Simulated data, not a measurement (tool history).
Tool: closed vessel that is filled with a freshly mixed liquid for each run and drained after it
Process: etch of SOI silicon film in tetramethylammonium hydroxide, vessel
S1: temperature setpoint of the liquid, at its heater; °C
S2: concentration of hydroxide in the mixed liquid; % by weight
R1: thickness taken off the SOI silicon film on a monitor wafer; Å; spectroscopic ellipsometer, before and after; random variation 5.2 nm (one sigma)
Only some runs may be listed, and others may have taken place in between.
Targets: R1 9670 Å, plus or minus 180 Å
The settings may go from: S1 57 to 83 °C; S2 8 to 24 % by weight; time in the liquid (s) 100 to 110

run 1 hour=0 | S1=70 S2=16 time_in_the_liquid_(s)=100 | R1=6261.7
run 2 hour=4.4 | S1=70 S2=16 time_in_the_liquid_(s)=110 | R1=6874.5
run 3 hour=10.8 | S1=70 S2=16 time_in_the_liquid_(s)=100 | R1=6247.2
run 4 hour=12.7 | S1=70 S2=14 time_in_the_liquid_(s)=100 | R1=6646.9
run 5 hour=18.5 | S1=70 S2=14 time_in_the_liquid_(s)=110 | R1=7356.1
run 6 hour=20.6 | S1=71.5 S2=14 time_in_the_liquid_(s)=110 | R1=7963.5
run 7 hour=28.4 | S1=73 S2=14 time_in_the_liquid_(s)=110 | R1=8663.3
run 8 hour=36.2 | S1=73.5 S2=14 time_in_the_liquid_(s)=110 | R1=8913.3
run 9 hour=39.3 | S1=74 S2=14 time_in_the_liquid_(s)=110 | R1=9225.6
run 10 hour=46.7 | S1=74.5 S2=14 time_in_the_liquid_(s)=110 | R1=9456

5 next moves are on the table. One of them brings every result within its allowed miss. Which?
run A hour=54.1 | S1=76 S2=13 time_in_the_liquid_(s)=100 | R1=?
run B hour=54.1 | S1=76 S2=14.5 time_in_the_liquid_(s)=100 | R1=?
run C hour=54.1 | S1=75 S2=15.5 time_in_the_liquid_(s)=110 | R1=?
run D hour=54.1 | S1=77 S2=13.5 time_in_the_liquid_(s)=100 | R1=?
run E hour=54.1 | S1=76 S2=14 time_in_the_liquid_(s)=110 | R1=?

move=A R1=9760.6
move=B R1=9247.8
move=C R1=9333.2
move=D R1=10147
move=E R1=10361
A: every result lands within tolerance
B: misses by more than the last run did
C: misses by more than the last run did
D: moves the result that the last run missed by most past its target, out the other side
E: moves the result that the last run missed by most past its target, out the other side
Move A is the one to make.
